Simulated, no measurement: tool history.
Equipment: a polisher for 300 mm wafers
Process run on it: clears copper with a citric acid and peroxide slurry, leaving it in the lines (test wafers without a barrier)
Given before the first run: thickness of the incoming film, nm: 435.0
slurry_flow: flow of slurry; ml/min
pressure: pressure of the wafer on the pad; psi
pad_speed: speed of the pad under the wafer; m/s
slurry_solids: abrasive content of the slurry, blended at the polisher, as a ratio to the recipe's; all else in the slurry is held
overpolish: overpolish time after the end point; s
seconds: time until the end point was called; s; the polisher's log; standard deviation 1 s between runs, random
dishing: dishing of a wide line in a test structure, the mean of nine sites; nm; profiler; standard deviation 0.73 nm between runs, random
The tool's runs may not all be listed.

{"run": 1, "hour": 0.0, "slurry_flow": 315, "pressure": 3.2, "pad_speed": 1.28, "slurry_solids": 1.0, "overpolish": 16, "seconds": 141.27, "dishing": 36.16}
{"run": 2, "hour": 2.1, "slurry_flow": 315, "pressure": 3.7, "pad_speed": 1.3, "slurry_solids": 1.0, "overpolish": 12, "seconds": 125.2, "dishing": 31.638}
{"run": 3, "hour": 10.0, "slurry_flow": 315, "pressure": 4.1, "pad_speed": 1.34, "slurry_solids": 1.0, "overpolish": 10, "seconds": 110.23, "dishing": 29.54}
{"run": 4, "hour": 13.1, "slurry_flow": 315, "pressure": 4.1, "pad_speed": 1.34, "slurry_solids": 0.8, "overpolish": 10, "seconds": 116.29, "dishing": 28.959}
{"run": 5, "hour": 16.8, "slurry_flow": 315, "pressure": 4.1, "pad_speed": 1.34, "slurry_solids": 1.0, "overpolish": 10, "seconds": 110.95, "dishing": 28.141}
{"run": 6, "hour": 21.8, "slurry_flow": 315, "pressure": 4.1, "pad_speed": 1.34, "slurry_solids": 1.1, "overpolish": 10, "seconds": 110.99, "dishing": 29.869}

Run 7 comes next. What will it give?
{"run": 7, "hour": 28.4, "slurry_flow": 315, "pressure": 4.4, "pad_speed": 1.38, "slurry_solids": 1.1, "overpolish": 9, "seconds": "?", "dishing": "?"}

For run 7 the tool returned seconds 101.76 s, dishing 30.086 nm.
